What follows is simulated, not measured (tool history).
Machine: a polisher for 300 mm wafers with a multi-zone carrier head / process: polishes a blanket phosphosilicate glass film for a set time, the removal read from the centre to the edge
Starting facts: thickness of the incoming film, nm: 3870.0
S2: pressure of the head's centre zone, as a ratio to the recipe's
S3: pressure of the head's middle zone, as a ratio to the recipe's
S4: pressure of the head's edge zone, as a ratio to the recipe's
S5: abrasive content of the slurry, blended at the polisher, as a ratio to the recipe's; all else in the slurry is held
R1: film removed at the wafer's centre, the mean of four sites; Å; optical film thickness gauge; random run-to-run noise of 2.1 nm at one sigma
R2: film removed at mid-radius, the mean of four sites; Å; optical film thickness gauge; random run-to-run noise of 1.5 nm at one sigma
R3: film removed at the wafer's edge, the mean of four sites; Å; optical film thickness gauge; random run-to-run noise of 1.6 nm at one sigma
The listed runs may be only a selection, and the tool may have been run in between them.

{"run": 1, "day": 0.0, "flow of slurry (ml/min)": 135, "S2": 1, "S3": 1, "S4": 1, "S5": 1, "polishing time (s)": 49, "R1": 2624.9, "R2": 2398.1, "R3": 2423.7}
{"run": 2, "day": 0.208, "flow of slurry (ml/min)": 135, "S2": 0.96, "S3": 1, "S4": 1, "S5": 1, "polishing time (s)": 49, "R1": 2486.8, "R2": 2400.2, "R3": 2434.4}
{"run": 3, "day": 0.504, "flow of slurry (ml/min)": 135, "S2": 0.96, "S3": 0.93, "S4": 1, "S5": 1, "polishing time (s)": 49, "R1": 2499.9, "R2": 2246.3, "R3": 2452.5}
{"run": 4, "day": 0.792, "flow of slurry (ml/min)": 165, "S2": 0.96, "S3": 0.93, "S4": 1, "S5": 1, "polishing time (s)": 49, "R1": 2622, "R2": 2360.8, "R3": 2507.2}
{"run": 5, "day": 1.017, "flow of slurry (ml/min)": 160, "S2": 0.96, "S3": 0.92, "S4": 0.98, "S5": 0.9, "polishing time (s)": 48, "R1": 2379, "R2": 2142.3, "R3": 2326.2}
{"run": 6, "day": 1.083, "flow of slurry (ml/min)": 160, "S2": 0.98, "S3": 0.92, "S4": 0.96, "S5": 0.85, "polishing time (s)": 47, "R1": 2342.5, "R2": 1974.7, "R3": 2153.9}
{"run": 7, "day": 1.154, "flow of slurry (ml/min)": 155, "S2": 0.98, "S3": 0.92, "S4": 0.94, "S5": 0.8, "polishing time (s)": 47, "R1": 2247.9, "R2": 1977.5, "R3": 2053.7}
{"run": 8, "day": 1.288, "flow of slurry (ml/min)": 150, "S2": 0.98, "S3": 0.9, "S4": 0.93, "S5": 0.75, "polishing time (s)": 47, "R1": 2183.3, "R2": 1848.8, "R3": 1924.8}
{"run": 9, "day": 1.408, "flow of slurry (ml/min)": 115, "S2": 0.93, "S3": 0.84, "S4": 0.9, "S5": 0.75, "polishing time (s)": 47, "R1": 1876.5, "R2": 1639.1, "R3": 1829.4}
{"run": 10, "day": 1.6, "flow of slurry (ml/min)": 115, "S2": 0.94, "S3": 0.84, "S4": 0.89, "S5": 0.75, "polishing time (s)": 47, "R1": 1902.3, "R2": 1592.4, "R3": 1804.3}
{"run": 11, "day": 1.75, "flow of slurry (ml/min)": 115, "S2": 0.94, "S3": 0.84, "S4": 0.88, "S5": 0.75, "polishing time (s)": 47, "R1": 1900.7, "R2": 1604.9, "R3": 1825.1}
{"run": 12, "day": 1.888, "flow of slurry (ml/min)": 115, "S2": 0.95, "S3": 0.85, "S4": 0.87, "S5": 0.75, "polishing time (s)": 47, "R1": 1954.9, "R2": 1647.3, "R3": 1803.5}
{"day": 2.054, "done": "centre zone pressure recalibrated"}
{"run": 13, "day": 2.054, "flow of slurry (ml/min)": 110, "S2": 0.95, "S3": 0.85, "S4": 0.86, "S5": 0.75, "polishing time (s)": 47, "R1": 1742.9, "R2": 1613.6, "R3": 1789.7}
{"run": 14, "day": 2.404, "flow of slurry (ml/min)": 135, "S2": 1.02, "S3": 0.84, "S4": 0.82, "S5": 0.6, "polishing time (s)": 47, "R1": 1701.4, "R2": 1434, "R3": 1542.6}

The next listed run, before its measurement:
{"run": 15, "day": 2.738, "flow of slurry (ml/min)": 140, "S2": 1.01, "S3": 0.84, "S4": 0.83, "S5": 0.6, "polishing time (s)": 47, "R1": "?", "R2": "?", "R3": "?"}

Run 15 measured R1 1673.1 Å, R2 1447.3 Å, R3 1560.8 Å.
